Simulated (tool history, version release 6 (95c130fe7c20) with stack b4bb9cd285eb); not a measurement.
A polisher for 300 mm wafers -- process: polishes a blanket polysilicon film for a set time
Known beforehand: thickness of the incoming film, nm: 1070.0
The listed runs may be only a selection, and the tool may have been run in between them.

| run | hour | flow of slurry (ml/min) | pressure of the wafer on the pad (kPa) | speed of the pad under the wafer (m/s) | polishing time (s) | film removed (nm) |
|---|---|---|---|---|---|---|
| 1 | 0.0 | 320 | 12.4 | 1.04 | 72 | 368.55 |
| 2 | 2.9 | 320 | 11.7 | 1.04 | 72 | 344.47 |
| 3 | 4.4 | 320 | 11.0 | 1.04 | 72 | 334.41 |
| 4 | 5.0 | 320 | 11.0 | 1.04 | 72 | 326.14 |
| 5 | 12.3 | 320 | 8.3 | 1.04 | 72 | 248.36 |
| 6 | 17.1 | 320 | 9.7 | 1.04 | 72 | 283.84 |
| 7 | 23.7 | 320 | 9.0 | 1.04 | 72 | 264.78 |

Estimate the outcome of run 8 from the log above:
| 8 | 24.8 | 320 | 7.6 | 1.02 | 72 | ? |

Run 8 measured film removed (nm) 220.18.
